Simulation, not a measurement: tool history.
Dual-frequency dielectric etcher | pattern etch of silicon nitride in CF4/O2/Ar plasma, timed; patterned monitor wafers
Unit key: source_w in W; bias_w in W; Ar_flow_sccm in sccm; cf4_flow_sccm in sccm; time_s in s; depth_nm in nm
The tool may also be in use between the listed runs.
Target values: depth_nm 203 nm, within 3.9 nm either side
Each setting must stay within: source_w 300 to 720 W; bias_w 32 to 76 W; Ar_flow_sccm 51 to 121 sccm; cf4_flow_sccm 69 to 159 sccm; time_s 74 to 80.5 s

run 1 day=0 | source_w=510 bias_w=54 Ar_flow_sccm=86 cf4_flow_sccm=114 time_s=80.5 | depth_nm=155.86
run 2 day=0.142 | source_w=540 bias_w=54 Ar_flow_sccm=86 cf4_flow_sccm=114 time_s=80.5 | depth_nm=164.83
run 3 day=0.308 | source_w=560 bias_w=54 Ar_flow_sccm=86 cf4_flow_sccm=114 time_s=80.5 | depth_nm=170.57
run 4 day=0.358 | source_w=580 bias_w=54 Ar_flow_sccm=86 cf4_flow_sccm=114 time_s=80.5 | depth_nm=177.36
run 5 day=0.558 | source_w=540 bias_w=54 Ar_flow_sccm=86 cf4_flow_sccm=114 time_s=80.5 | depth_nm=165.36
run 6 day=0.683 | source_w=560 bias_w=54 Ar_flow_sccm=86 cf4_flow_sccm=114 time_s=80.5 | depth_nm=170.78
run 7 day=0.792 | source_w=580 bias_w=54 Ar_flow_sccm=86 cf4_flow_sccm=114 time_s=80.5 | depth_nm=178.53
run 8 day=1.088 | source_w=590 bias_w=54 Ar_flow_sccm=86 cf4_flow_sccm=114 time_s=80.5 | depth_nm=181.64
run 9 day=1.121 | source_w=670 bias_w=55 Ar_flow_sccm=86 cf4_flow_sccm=114 time_s=80.5 | depth_nm=205.83

Next run, 5 choices. One meets every target within its allowed miss, the rest don't. Which?
run A day=1.154 | source_w=720 bias_w=58 Ar_flow_sccm=94 cf4_flow_sccm=96 time_s=77 | depth_nm=?
run B day=1.154 | source_w=680 bias_w=52 Ar_flow_sccm=88 cf4_flow_sccm=113 time_s=79.5 | depth_nm=?
run C day=1.154 | source_w=680 bias_w=56 Ar_flow_sccm=80 cf4_flow_sccm=113 time_s=80.5 | depth_nm=?
run D day=1.154 | source_w=710 bias_w=55 Ar_flow_sccm=97 cf4_flow_sccm=130 time_s=78 | depth_nm=?
run E day=1.154 | source_w=680 bias_w=61 Ar_flow_sccm=76 cf4_flow_sccm=123 time_s=75.5 | depth_nm=?

move=A depth_nm=212.04
move=B depth_nm=204.5
move=C depth_nm=215.95
move=D depth_nm=214.44
move=E depth_nm=212.44
A: its largest miss is bigger than the last run's
B: each result inside its tolerance
C: its largest miss is bigger than the last run's
D: its largest miss is bigger than the last run's
E: its largest miss is bigger than the last run's
Correct choice: B, which meets every target
